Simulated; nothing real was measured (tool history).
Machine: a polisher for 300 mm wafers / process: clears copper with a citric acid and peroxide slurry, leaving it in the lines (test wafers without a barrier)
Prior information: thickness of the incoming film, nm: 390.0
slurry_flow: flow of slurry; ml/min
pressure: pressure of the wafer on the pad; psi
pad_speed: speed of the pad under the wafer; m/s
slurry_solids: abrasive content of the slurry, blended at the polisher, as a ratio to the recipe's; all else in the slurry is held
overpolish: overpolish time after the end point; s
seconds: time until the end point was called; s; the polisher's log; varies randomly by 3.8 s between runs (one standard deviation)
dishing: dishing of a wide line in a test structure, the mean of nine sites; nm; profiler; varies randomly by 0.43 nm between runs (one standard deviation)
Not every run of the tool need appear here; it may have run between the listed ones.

Run 1, day 0: slurry_flow 175 ml/min, pressure 3.1 psi, pad_speed 1.28 m/s, slurry_solids 1, overpolish 22 s. Result: seconds 147.06 s, dishing 33.004 nm.
Run 2, day 0.3: slurry_flow 175 ml/min, pressure 3.1 psi, pad_speed 1.28 m/s, slurry_solids 1, overpolish 19 s. Result: seconds 147.63 s, dishing 29.758 nm.
Run 3, day 0.554: slurry_flow 175 ml/min, pressure 3.1 psi, pad_speed 1.28 m/s, slurry_solids 0.8, overpolish 19 s. Result: seconds 155.17 s, dishing 28.78 nm.
Run 4, day 0.775: slurry_flow 135 ml/min, pressure 3.1 psi, pad_speed 1.28 m/s, slurry_solids 0.8, overpolish 19 s. Result: seconds 161.83 s, dishing 28.232 nm.
Run 5, day 0.858: slurry_flow 135 ml/min, pressure 2.5 psi, pad_speed 1.28 m/s, slurry_solids 0.8, overpolish 19 s. Result: seconds 193.28 s, dishing 24.153 nm.
Run 6, day 1.096: slurry_flow 135 ml/min, pressure 1.8 psi, pad_speed 1.28 m/s, slurry_solids 0.8, overpolish 19 s. Result: seconds 271.67 s, dishing 18.53 nm.

Forecast run 7:
Run 7, day 1.388: slurry_flow 135 ml/min, pressure 2.1 psi, pad_speed 1.26 m/s, slurry_solids 0.8, overpolish 24 s. Result: seconds ?, dishing ?.

seconds: 237.93 s
dishing: 25.265 nm
